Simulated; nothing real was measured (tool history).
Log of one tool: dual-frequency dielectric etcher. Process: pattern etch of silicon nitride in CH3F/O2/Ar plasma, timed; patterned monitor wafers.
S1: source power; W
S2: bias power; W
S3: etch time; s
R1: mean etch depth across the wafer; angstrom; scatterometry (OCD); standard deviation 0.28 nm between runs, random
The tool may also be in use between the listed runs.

run 1 day=0 | S1=510 S2=85 S3=75 | R1=626
run 2 day=0.067 | S1=470 S2=84 S3=75 | R1=603.21
run 3 day=0.346 | S1=440 S2=83 S3=75 | R1=593.16
run 4 day=0.371 | S1=440 S2=83 S3=78.5 | R1=620.33
run 5 day=0.512 | S1=440 S2=93 S3=78.5 | R1=651.81
run 6 day=0.688 | S1=400 S2=88 S3=78.5 | R1=620.16
run 7 day=0.971 | S1=380 S2=84 S3=78.5 | R1=595.94
run 8 day=1.267 | S1=360 S2=83 S3=78.5 | R1=584.93

Run 9 comes next. What will it give?
run 9 day=1.512 | S1=300 S2=77 S3=78 | R1=?

Logged for run 9: R1 534.91 angstrom.
